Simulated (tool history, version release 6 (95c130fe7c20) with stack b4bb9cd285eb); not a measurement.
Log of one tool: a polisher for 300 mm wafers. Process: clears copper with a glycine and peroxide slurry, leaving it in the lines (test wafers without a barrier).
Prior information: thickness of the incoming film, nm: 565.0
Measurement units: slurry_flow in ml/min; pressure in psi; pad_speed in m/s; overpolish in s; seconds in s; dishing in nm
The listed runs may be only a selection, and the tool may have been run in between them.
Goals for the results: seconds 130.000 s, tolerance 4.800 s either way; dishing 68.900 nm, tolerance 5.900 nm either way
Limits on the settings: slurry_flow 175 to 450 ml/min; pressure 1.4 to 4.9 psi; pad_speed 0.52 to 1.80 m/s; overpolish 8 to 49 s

Run 1, hour 0.0: slurry_flow 290 ml/min, pressure 3.1 psi, pad_speed 1.16 m/s, overpolish 25 s. Result: seconds 91.758 s, dishing 74.914 nm.
Run 2, hour 2.9: slurry_flow 290 ml/min, pressure 3.1 psi, pad_speed 1.28 m/s, overpolish 25 s. Result: seconds 83.208 s, dishing 77.677 nm.
Run 3, hour 5.1: slurry_flow 290 ml/min, pressure 3.1 psi, pad_speed 1.10 m/s, overpolish 25 s. Result: seconds 94.908 s, dishing 73.998 nm.
Run 4, hour 7.6: slurry_flow 230 ml/min, pressure 3.1 psi, pad_speed 1.10 m/s, overpolish 25 s. Result: seconds 98.865 s, dishing 78.012 nm.
Run 5, hour 13.8: slurry_flow 225 ml/min, pressure 3.0 psi, pad_speed 1.10 m/s, overpolish 25 s. Result: seconds 100.670 s, dishing 72.622 nm.
Run 6, hour 22.5: slurry_flow 225 ml/min, pressure 3.0 psi, pad_speed 1.10 m/s, overpolish 33 s. Result: seconds 99.432 s, dishing 86.880 nm.
Run 7, hour 27.0: slurry_flow 225 ml/min, pressure 2.9 psi, pad_speed 1.10 m/s, overpolish 33 s. Result: seconds 99.422 s, dishing 86.656 nm.
Run 8, hour 28.4: slurry_flow 225 ml/min, pressure 2.7 psi, pad_speed 1.10 m/s, overpolish 33 s. Result: seconds 108.310 s, dishing 84.484 nm.
Run 9, hour 33.9: slurry_flow 225 ml/min, pressure 2.6 psi, pad_speed 1.10 m/s, overpolish 32 s. Result: seconds 109.140 s, dishing 80.928 nm.
Run 10, hour 40.7: slurry_flow 225 ml/min, pressure 2.6 psi, pad_speed 1.10 m/s, overpolish 32 s. Result: seconds 108.710 s, dishing 80.357 nm.
Run 11, hour 44.1: slurry_flow 225 ml/min, pressure 2.5 psi, pad_speed 1.10 m/s, overpolish 32 s. Result: seconds 110.540 s, dishing 77.484 nm.
Run 12, hour 51.5: slurry_flow 225 ml/min, pressure 2.4 psi, pad_speed 1.10 m/s, overpolish 32 s. Result: seconds 113.830 s, dishing 80.531 nm.
Run 13, hour 58.2: slurry_flow 225 ml/min, pressure 2.3 psi, pad_speed 1.10 m/s, overpolish 31 s. Result: seconds 117.280 s, dishing 78.865 nm.
Run 14, hour 59.5: slurry_flow 225 ml/min, pressure 2.2 psi, pad_speed 1.10 m/s, overpolish 30 s. Result: seconds 118.810 s, dishing 71.238 nm.
Run 15, hour 61.2: slurry_flow 225 ml/min, pressure 2.1 psi, pad_speed 1.10 m/s, overpolish 30 s. Result: seconds 122.330 s, dishing 68.150 nm.

Below are 4 possible settings for the next run. Only one of them brings all results inside the allowed miss of their targets. Which is it?
Run A, hour 62.9: slurry_flow 240 ml/min, pressure 2.6 psi, pad_speed 0.80 m/s, overpolish 21 s. Result: seconds ?, dishing ?.
Run B, hour 62.9: slurry_flow 185 ml/min, pressure 1.7 psi, pad_speed 1.20 m/s, overpolish 24 s. Result: seconds ?, dishing ?.
Run C, hour 62.9: slurry_flow 290 ml/min, pressure 1.7 psi, pad_speed 1.32 m/s, overpolish 26 s. Result: seconds ?, dishing ?.
Run D, hour 62.9: slurry_flow 175 ml/min, pressure 2.0 psi, pad_speed 1.10 m/s, overpolish 30 s. Result: seconds ?, dishing ?.

move  seconds  dishing
   A  138.370   53.894
   B  130.010   60.022
   C  115.220   68.046
   D  128.680   70.779
A: pushes the last run's worst result past its target
B: the worst result of the last run now meets its target, but another is out of spec
C: misses by more than the last run did
D: each result inside its tolerance
Go with D: it meets all targets.

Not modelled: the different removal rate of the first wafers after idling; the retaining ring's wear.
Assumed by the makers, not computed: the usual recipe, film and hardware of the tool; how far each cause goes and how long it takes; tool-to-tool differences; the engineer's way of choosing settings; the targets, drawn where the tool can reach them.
